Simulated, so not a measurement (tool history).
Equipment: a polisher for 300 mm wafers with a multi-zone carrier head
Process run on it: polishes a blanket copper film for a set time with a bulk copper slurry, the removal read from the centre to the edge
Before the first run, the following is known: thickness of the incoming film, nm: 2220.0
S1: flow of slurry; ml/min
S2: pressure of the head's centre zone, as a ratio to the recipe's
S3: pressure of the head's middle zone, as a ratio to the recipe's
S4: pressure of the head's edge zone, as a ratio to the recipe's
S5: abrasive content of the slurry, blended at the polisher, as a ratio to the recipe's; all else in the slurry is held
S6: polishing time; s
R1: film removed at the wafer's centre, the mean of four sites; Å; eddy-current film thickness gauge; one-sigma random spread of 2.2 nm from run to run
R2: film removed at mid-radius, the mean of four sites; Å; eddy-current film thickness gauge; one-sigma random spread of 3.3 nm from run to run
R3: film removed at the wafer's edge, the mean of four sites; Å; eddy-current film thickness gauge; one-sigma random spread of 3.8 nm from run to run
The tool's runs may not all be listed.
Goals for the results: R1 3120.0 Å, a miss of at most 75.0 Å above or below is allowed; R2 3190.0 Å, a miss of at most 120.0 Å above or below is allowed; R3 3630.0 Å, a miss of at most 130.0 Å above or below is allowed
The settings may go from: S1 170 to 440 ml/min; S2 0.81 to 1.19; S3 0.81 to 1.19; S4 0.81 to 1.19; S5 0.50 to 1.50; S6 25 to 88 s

run 1 day=0.000 | S1=280 S2=1.00 S3=1.00 S4=1.00 S5=1.00 S6=56 | R1=4498.4 R2=4423.5 R3=4594.6
run 2 day=0.238 | S1=280 S2=0.96 S3=1.00 S4=1.00 S5=1.00 S6=56 | R1=4331.6 R2=4592.6 R3=4593.4
run 3 day=0.567 | S1=275 S2=0.95 S3=0.98 S4=1.00 S5=0.95 S6=55 | R1=4101.4 R2=4221.9 R3=4413.6
run 4 day=0.933 | S1=270 S2=0.94 S3=0.97 S4=0.99 S5=0.90 S6=55 | R1=4012.8 R2=4231.2 R3=4267.2
run 5 day=1.238 | S1=265 S2=0.93 S3=0.95 S4=1.00 S5=0.85 S6=55 | R1=3884.2 R2=4028.2 R3=4209.9
run 6 day=1.521 | S1=260 S2=0.92 S3=0.94 S4=1.00 S5=0.80 S6=55 | R1=3771.9 R2=3962.8 R3=4136.0
run 7 day=1.846 | S1=255 S2=0.91 S3=0.93 S4=1.00 S5=0.75 S6=55 | R1=3684.6 R2=3884.4 R3=4041.4
run 8 day=2.171 | S1=250 S2=0.90 S3=0.92 S4=1.00 S5=0.75 S6=55 | R1=3640.8 R2=3842.9 R3=4055.4
run 9 day=2.475 | S1=220 S2=0.83 S3=0.82 S4=0.93 S5=0.50 S6=53 | R1=2786.1 R2=2904.7 R3=3330.5

Consider the 4 candidate settings below. Which is the only one whose results all fall within their allowed miss of target?
run A day=2.779 | S1=190 S2=0.96 S3=0.91 S4=1.03 S5=0.55 S6=46 | R1=? R2=? R3=?
run B day=2.779 | S1=280 S2=0.82 S3=0.84 S4=0.92 S5=0.60 S6=47 | R1=? R2=? R3=?
run C day=2.779 | S1=260 S2=0.84 S3=0.87 S4=0.96 S5=1.00 S6=48 | R1=? R2=? R3=?
run D day=2.779 | S1=215 S2=0.85 S3=0.83 S4=0.93 S5=0.55 S6=56 | R1=? R2=? R3=?

move=A R1=2819.6 R2=2774.5 R3=3024.3
move=B R1=2681.7 R2=2880.5 R3=3133.7
move=C R1=3191.7 R2=3446.1 R3=3722.7
move=D R1=3106.4 R2=3199.3 R3=3564.7
A: about as far from the targets as the last run
B: further off than the last run
C: corrects the largest miss of the last run, while another result sits out of spec
D: all results in spec
Answer: D
